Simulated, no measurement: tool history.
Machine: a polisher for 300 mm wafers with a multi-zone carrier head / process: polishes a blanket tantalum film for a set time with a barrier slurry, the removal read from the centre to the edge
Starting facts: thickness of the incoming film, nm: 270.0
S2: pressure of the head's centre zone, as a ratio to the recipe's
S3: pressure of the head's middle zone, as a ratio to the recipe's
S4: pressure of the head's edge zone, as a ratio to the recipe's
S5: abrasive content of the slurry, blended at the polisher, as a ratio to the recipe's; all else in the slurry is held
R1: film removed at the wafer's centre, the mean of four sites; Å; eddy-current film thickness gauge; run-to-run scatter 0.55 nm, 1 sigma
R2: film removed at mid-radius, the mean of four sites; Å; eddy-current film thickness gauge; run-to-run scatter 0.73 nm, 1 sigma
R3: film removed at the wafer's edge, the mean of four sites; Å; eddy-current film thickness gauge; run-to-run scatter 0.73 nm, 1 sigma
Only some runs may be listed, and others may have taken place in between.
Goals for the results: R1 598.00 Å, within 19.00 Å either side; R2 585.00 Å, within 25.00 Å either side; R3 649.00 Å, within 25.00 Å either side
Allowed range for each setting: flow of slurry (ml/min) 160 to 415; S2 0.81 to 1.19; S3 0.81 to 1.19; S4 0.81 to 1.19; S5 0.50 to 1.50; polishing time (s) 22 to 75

run 1 day=0.000 | flow_of_slurry_(ml/min)=265 S2=1.00 S3=1.00 S4=1.00 S5=1.00 polishing_time_(s)=48 | R1=859.89 R2=824.00 R3=878.28
run 2 day=0.267 | flow_of_slurry_(ml/min)=265 S2=0.99 S3=0.99 S4=0.99 S5=0.95 polishing_time_(s)=47 | R1=815.31 R2=792.14 R3=825.23
run 3 day=0.358 | flow_of_slurry_(ml/min)=265 S2=0.92 S3=0.99 S4=0.99 S5=0.95 polishing_time_(s)=47 | R1=774.55 R2=797.42 R3=838.35
run 4 day=0.712 | flow_of_slurry_(ml/min)=265 S2=0.92 S3=0.99 S4=0.99 S5=0.95 polishing_time_(s)=40 | R1=657.23 R2=686.28 R3=715.00
run 5 day=0.904 | flow_of_slurry_(ml/min)=290 S2=0.92 S3=0.99 S4=0.99 S5=0.95 polishing_time_(s)=40 | R1=653.82 R2=690.70 R3=715.44
run 6 day=0.954 | flow_of_slurry_(ml/min)=290 S2=0.92 S3=0.99 S4=1.02 S5=0.95 polishing_time_(s)=40 | R1=648.55 R2=699.69 R3=717.33
run 7 day=1.129 | flow_of_slurry_(ml/min)=285 S2=0.92 S3=0.98 S4=1.02 S5=0.90 polishing_time_(s)=40 | R1=643.72 R2=681.62 R3=701.32
run 8 day=1.354 | flow_of_slurry_(ml/min)=280 S2=0.92 S3=0.97 S4=1.02 S5=0.90 polishing_time_(s)=40 | R1=648.04 R2=687.58 R3=695.55
run 9 day=1.492 | flow_of_slurry_(ml/min)=275 S2=0.91 S3=0.96 S4=1.00 S5=0.90 polishing_time_(s)=40 | R1=640.46 R2=672.30 R3=713.80
run 10 day=1.658 | flow_of_slurry_(ml/min)=275 S2=0.91 S3=0.95 S4=1.00 S5=0.85 polishing_time_(s)=40 | R1=625.32 R2=647.92 R3=683.79
run 11 day=1.950 | flow_of_slurry_(ml/min)=275 S2=0.91 S3=0.95 S4=1.00 S5=0.85 polishing_time_(s)=40 | R1=617.95 R2=643.76 R3=682.68
run 12 day=2.246 | flow_of_slurry_(ml/min)=275 S2=0.91 S3=0.94 S4=1.00 S5=0.85 polishing_time_(s)=40 | R1=624.84 R2=640.73 R3=688.40
run 13 day=2.550 | flow_of_slurry_(ml/min)=270 S2=0.91 S3=0.92 S4=0.99 S5=0.75 polishing_time_(s)=40 | R1=609.96 R2=615.63 R3=666.81

4 candidate next runs follow, results not yet known. Just one meets every target within its allowed miss. Identify it.
run A day=2.854 | flow_of_slurry_(ml/min)=300 S2=0.96 S3=1.06 S4=0.97 S5=0.75 polishing_time_(s)=37 | R1=? R2=? R3=?
run B day=2.854 | flow_of_slurry_(ml/min)=265 S2=0.90 S3=0.86 S4=0.92 S5=0.90 polishing_time_(s)=38 | R1=? R2=? R3=?
run C day=2.854 | flow_of_slurry_(ml/min)=255 S2=0.85 S3=0.81 S4=0.98 S5=0.85 polishing_time_(s)=41 | R1=? R2=? R3=?
run D day=2.854 | flow_of_slurry_(ml/min)=400 S2=0.90 S3=0.91 S4=0.94 S5=1.10 polishing_time_(s)=37 | R1=? R2=? R3=?

move=A R1=595.48 R2=653.64 R3=615.39
move=B R1=591.88 R2=583.88 R3=642.51
move=C R1=590.54 R2=588.22 R3=701.50
move=D R1=632.80 R2=651.11 R3=683.83
A: further off than the last run
B: all results land within tolerance of their targets
C: the furthest-off result lands on target, but another misses its tolerance
D: further off than the last run
Correct choice: B, which meets every target
